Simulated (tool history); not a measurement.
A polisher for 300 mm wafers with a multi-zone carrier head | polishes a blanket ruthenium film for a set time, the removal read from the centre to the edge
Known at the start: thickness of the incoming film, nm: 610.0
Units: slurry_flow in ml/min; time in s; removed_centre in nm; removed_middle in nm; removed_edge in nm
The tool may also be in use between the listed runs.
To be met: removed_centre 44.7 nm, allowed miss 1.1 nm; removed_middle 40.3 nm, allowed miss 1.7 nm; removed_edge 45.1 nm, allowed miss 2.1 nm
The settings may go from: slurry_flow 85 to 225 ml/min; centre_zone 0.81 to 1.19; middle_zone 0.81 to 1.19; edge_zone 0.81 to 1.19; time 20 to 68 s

| run | hour | slurry_flow | centre_zone | middle_zone | edge_zone | time | removed_centre | removed_middle | removed_edge |
|---|---|---|---|---|---|---|---|---|---|
| 1 | 0 | 145 | 1 | 1 | 1 | 44 | 49.897 | 49.717 | 49.17 |
| 2 | 7.5 | 145 | 1 | 1.05 | 1 | 44 | 49.937 | 50.554 | 49.765 |
| 3 | 16.3 | 145 | 1 | 1.05 | 1.06 | 44 | 49.811 | 50.877 | 51.804 |
| 4 | 23.5 | 135 | 1 | 1.01 | 1.06 | 43 | 48.199 | 48.632 | 50.017 |
| 5 | 29.6 | 130 | 1.01 | 0.97 | 1.06 | 42 | 46.501 | 45.318 | 48.942 |
| 6 | 36.3 | 125 | 1.02 | 0.95 | 1.05 | 42 | 47.64 | 44.132 | 48.038 |
| 7 | 41.1 | 120 | 1.02 | 0.94 | 1.04 | 42 | 46.655 | 43.548 | 46.654 |
| 8 | 43.5 | 115 | 1.02 | 0.93 | 1.04 | 42 | 46.861 | 42.704 | 47.804 |
| 9 | 51.8 | 110 | 1.02 | 0.93 | 1.03 | 42 | 45.952 | 42.156 | 47.077 |

Which of these 5 next moves meets every target?
| A | 60.1 | 90 | 1.13 | 0.95 | 1.06 | 42 | ? | ? | ? |
| B | 60.1 | 140 | 1.07 | 0.96 | 0.86 | 40 | ? | ? | ? |
| C | 60.1 | 135 | 1.01 | 0.99 | 1.04 | 42 | ? | ? | ? |
| D | 60.1 | 150 | 1.05 | 0.95 | 1.12 | 38 | ? | ? | ? |
| E | 60.1 | 85 | 0.97 | 0.82 | 1.1 | 44 | ? | ? | ? |

| move | removed_centre | removed_middle | removed_edge |
|---|---|---|---|
| A | 48.006 | 41.518 | 46.859 |
| B | 47.372 | 42.968 | 42.558 |
| C | 46.977 | 46.042 | 48.649 |
| D | 44.773 | 40.871 | 46.23 |
| E | 43.372 | 38.14 | 49.746 |
A: further off than the last run
B: further off than the last run
C: further off than the last run
D: meets every target
E: takes the result that was furthest off past its target
Move D is the one to make.
